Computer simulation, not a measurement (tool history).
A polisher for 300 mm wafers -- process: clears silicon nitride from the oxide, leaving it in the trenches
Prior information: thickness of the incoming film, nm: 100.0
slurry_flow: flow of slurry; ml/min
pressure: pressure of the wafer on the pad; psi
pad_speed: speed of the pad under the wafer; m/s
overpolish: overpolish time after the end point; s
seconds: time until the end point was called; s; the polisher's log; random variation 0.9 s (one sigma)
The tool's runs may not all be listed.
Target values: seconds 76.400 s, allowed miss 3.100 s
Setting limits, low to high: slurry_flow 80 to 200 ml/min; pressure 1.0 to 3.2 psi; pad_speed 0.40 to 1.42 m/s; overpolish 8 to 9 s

run    day  slurry_flow  pressure  pad_speed  overpolish  seconds
  1  0.000          130       2.1       0.90           9  131.820
  2  0.117          130       2.2       0.90           9  129.350
  3  0.221          130       2.3       0.92           9  122.330
  4  0.379          130       2.7       0.92           9  108.700
  5  0.462          130       2.8       0.94           9  102.960
  6  0.617          130       2.8       1.04           9   95.490
  7  0.933          130       2.9       1.06           9   88.876
  8  1.012          140       3.1       1.08           9   84.529
  9  1.092          140       3.1       1.10           9   81.175

Which single option among these 4 for the next run brings every result within its allowed miss of target? Just one does.
  A  1.171          125       3.0       1.22           8        ?
  B  1.171          120       3.1       1.10           8        ?
  C  1.171          145       3.1       1.10           9        ?
  D  1.171          100       3.0       1.18           9        ?

move  seconds
   A   77.074
   B   83.857
   C   81.066
   D   83.291
A: every result within its allowed miss
B: its largest miss is bigger than the last run's
C: as far off as the last run
D: its largest miss is bigger than the last run's
A is the move that brings every result within its allowed miss.

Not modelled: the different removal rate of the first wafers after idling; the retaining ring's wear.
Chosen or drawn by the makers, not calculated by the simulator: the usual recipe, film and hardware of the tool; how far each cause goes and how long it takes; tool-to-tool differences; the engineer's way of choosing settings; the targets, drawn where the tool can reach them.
